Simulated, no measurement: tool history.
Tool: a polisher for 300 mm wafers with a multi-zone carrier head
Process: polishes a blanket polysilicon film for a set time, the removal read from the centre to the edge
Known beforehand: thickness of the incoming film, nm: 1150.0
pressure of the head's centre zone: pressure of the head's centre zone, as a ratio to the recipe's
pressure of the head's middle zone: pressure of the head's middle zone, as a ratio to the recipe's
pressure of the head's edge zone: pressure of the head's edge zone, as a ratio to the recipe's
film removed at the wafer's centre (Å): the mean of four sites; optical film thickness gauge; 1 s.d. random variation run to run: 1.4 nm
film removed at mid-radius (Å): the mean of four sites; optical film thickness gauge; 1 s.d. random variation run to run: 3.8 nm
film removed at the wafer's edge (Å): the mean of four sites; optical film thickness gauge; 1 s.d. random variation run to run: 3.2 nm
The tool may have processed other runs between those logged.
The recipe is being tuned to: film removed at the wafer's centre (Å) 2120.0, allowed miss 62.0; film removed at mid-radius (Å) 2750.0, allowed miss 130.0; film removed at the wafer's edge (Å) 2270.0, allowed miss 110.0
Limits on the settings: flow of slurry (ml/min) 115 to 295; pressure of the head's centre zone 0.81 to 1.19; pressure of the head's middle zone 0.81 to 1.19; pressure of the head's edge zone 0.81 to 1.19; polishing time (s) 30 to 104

run,hour,flow of slurry (ml/min),pressure of the head's centre zone,pressure of the head's middle zone,pressure of the head's edge zone,polishing time (s),film removed at the wafer's centre (Å),film removed at mid-radius (Å),film removed at the wafer's edge (Å)
1,0.0,190,1.00,1.00,1.00,67,4307.3,4350.6,4182.0
2,6.4,190,1.00,1.00,1.04,67,4241.4,4344.1,4308.0
3,11.2,185,0.97,1.01,1.01,61,3767.9,3965.7,3906.8
4,17.6,185,0.97,0.95,1.01,61,3729.3,3921.1,3896.1
5,24.8,185,0.95,0.98,0.98,56,3368.2,3508.0,3485.1
6,26.0,185,0.95,0.98,0.98,70,4195.1,4577.0,4472.4
7,31.6,185,0.93,1.02,0.95,64,3796.6,4216.9,3940.1
8,35.7,180,0.91,1.05,0.93,59,3407.6,4009.2,3579.9
9,36.7,175,0.90,1.06,0.91,55,3116.9,3729.9,3373.1
10,42.4,180,0.89,1.07,0.90,51,2852.1,3602.8,3102.2
11,44.5,180,0.89,1.07,0.90,51,2909.9,3533.2,3078.8
12,52.1,180,0.88,1.07,0.89,48,2667.5,3321.2,2934.4

Exercise: of the 4 proposed moves below, exactly one satisfies all targets within the stated allowed misses. Which move is it?
A,59.7,200,0.92,1.17,0.83,40,?,?,?
B,59.7,195,0.98,1.05,0.90,40,?,?,?
C,59.7,170,0.97,0.86,1.03,53,?,?,?
D,59.7,205,0.85,1.08,0.83,39,?,?,?

move,film removed at the wafer's centre (Å),film removed at mid-radius (Å),film removed at the wafer's edge (Å)
A,2381.4,3073.0,2358.8
B,2525.3,2789.1,2443.5
C,3226.9,3058.3,3404.6
D,2150.9,2808.1,2308.7
A: gains on the last run, yet a result remains outside its allowed miss
B: gains on the last run, yet a result remains outside its allowed miss
C: lands further from the targets than the last run did
D: every result lands within tolerance
D is the move that brings every result within its allowed miss.
